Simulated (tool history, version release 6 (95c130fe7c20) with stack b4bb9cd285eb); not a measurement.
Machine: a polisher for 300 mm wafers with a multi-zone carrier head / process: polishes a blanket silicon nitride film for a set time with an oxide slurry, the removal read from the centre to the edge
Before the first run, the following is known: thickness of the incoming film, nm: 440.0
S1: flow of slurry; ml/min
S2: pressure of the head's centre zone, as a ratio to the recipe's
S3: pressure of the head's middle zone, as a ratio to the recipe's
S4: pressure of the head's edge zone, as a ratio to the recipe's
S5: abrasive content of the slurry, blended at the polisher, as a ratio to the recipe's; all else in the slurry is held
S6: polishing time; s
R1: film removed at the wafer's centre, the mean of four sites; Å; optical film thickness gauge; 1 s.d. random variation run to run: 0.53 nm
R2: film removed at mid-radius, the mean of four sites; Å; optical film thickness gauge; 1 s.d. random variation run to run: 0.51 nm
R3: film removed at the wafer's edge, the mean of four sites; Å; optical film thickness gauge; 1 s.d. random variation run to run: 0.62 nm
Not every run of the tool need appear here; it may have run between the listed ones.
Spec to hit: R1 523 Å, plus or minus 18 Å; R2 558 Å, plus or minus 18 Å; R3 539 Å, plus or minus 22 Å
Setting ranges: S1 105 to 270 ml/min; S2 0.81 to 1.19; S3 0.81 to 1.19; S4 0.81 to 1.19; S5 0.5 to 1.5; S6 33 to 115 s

run,hour,S1,S2,S3,S4,S5,S6,R1,R2,R3
1,0,175,1,1,1,1,73,453.88,445.34,483.88
2,6.7,190,1.01,1.05,1.02,1.05,73,486.02,483.44,497.63
3,11.9,200,1,1.08,1.04,1.05,73,482.79,502.13,517.94
4,13.5,200,0.95,1.08,1.04,1.05,73,456.02,502.2,502.67
5,16,160,0.95,1.08,1.04,1.05,73,431.54,485.85,494.12
6,22.5,180,0.97,1.1,1.05,1.05,73,457.75,503.17,502.5
7,23.7,195,0.98,1.12,1.06,1.05,73,462.42,519.54,514.03
8,24.2,210,1,1.13,1.06,1.05,73,481.79,523.64,517.92
9,26.9,210,1,1.13,1.06,1.05,73,491.8,527.12,513.74
10,29.5,220,1,1.14,1.07,1.05,73,482.91,534.7,531.7

Exactly one of the 4 candidate moves below puts every result within its allowed miss. Which one?
A,32.1,255,0.95,1.13,1.14,1,83,?,?,?
B,32.1,235,1.11,1.03,1.07,0.95,77,?,?,?
C,32.1,155,1.03,1.13,0.98,1.1,80,?,?,?
D,32.1,170,1.01,1.11,1.14,0.9,81,?,?,?

move,R1,R2,R3
A,524.03,606.1,597.42
B,549.4,502.4,524.35
C,522.49,562.01,531.78
D,484.96,522.81,531.82
A: brings the last run's worst result on target, with another outside its allowed miss
B: pushes the last run's worst result past its target
C: all results land within tolerance of their targets
D: closer than the last run, but not yet in spec
C meets every target.

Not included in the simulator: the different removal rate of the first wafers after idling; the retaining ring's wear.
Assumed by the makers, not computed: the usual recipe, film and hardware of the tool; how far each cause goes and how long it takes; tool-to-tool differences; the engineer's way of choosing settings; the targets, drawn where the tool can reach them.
